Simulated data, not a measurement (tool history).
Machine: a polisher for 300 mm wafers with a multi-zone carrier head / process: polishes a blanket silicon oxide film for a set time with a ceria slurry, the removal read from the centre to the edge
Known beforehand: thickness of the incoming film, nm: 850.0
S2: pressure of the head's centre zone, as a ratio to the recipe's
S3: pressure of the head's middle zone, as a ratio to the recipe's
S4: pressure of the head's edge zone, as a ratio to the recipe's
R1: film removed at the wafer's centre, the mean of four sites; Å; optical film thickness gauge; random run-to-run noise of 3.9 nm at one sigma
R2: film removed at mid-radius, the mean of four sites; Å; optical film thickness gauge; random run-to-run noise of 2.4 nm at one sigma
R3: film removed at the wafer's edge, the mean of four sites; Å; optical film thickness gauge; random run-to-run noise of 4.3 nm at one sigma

{"run": 1, "day": 0.0, "flow of slurry (ml/min)": 285, "S2": 1.0, "S3": 1.0, "S4": 1.0, "polishing time (s)": 40, "R1": 2415.8, "R2": 2437.5, "R3": 2444.1}
{"run": 2, "day": 0.05, "flow of slurry (ml/min)": 285, "S2": 1.0, "S3": 1.0, "S4": 1.07, "polishing time (s)": 40, "R1": 2465.4, "R2": 2440.5, "R3": 2470.5}
{"run": 3, "day": 0.308, "flow of slurry (ml/min)": 285, "S2": 1.0, "S3": 0.97, "S4": 1.07, "polishing time (s)": 40, "R1": 2487.5, "R2": 2343.5, "R3": 2560.9}
{"run": 4, "day": 0.571, "flow of slurry (ml/min)": 290, "S2": 1.04, "S3": 0.96, "S4": 1.09, "polishing time (s)": 42, "R1": 2729.6, "R2": 2440.2, "R3": 2677.6}
{"run": 5, "day": 0.712, "flow of slurry (ml/min)": 350, "S2": 1.04, "S3": 0.96, "S4": 1.09, "polishing time (s)": 42, "R1": 2750.3, "R2": 2503.9, "R3": 2727.8}
{"run": 6, "day": 0.858, "flow of slurry (ml/min)": 350, "S2": 1.04, "S3": 0.96, "S4": 1.09, "polishing time (s)": 49, "R1": 3162.0, "R2": 2943.6, "R3": 3139.8}
{"run": 7, "day": 1.108, "flow of slurry (ml/min)": 345, "S2": 1.07, "S3": 0.94, "S4": 1.08, "polishing time (s)": 49, "R1": 3337.6, "R2": 2854.0, "R3": 3140.1}
{"run": 8, "day": 1.275, "flow of slurry (ml/min)": 340, "S2": 1.08, "S3": 0.93, "S4": 1.08, "polishing time (s)": 49, "R1": 3325.5, "R2": 2833.1, "R3": 3131.2}
{"run": 9, "day": 1.375, "flow of slurry (ml/min)": 335, "S2": 1.09, "S3": 0.92, "S4": 1.08, "polishing time (s)": 49, "R1": 3409.3, "R2": 2836.9, "R3": 3097.3}

Run 10, settings as shown, results not yet in. Your forecast:
{"run": 10, "day": 1.646, "flow of slurry (ml/min)": 335, "S2": 1.09, "S3": 0.92, "S4": 1.08, "polishing time (s)": 49, "R1": "?", "R2": "?", "R3": "?"}

Run 10 measured R1 3389.0 Å, R2 2872.8 Å, R3 3086.9 Å.
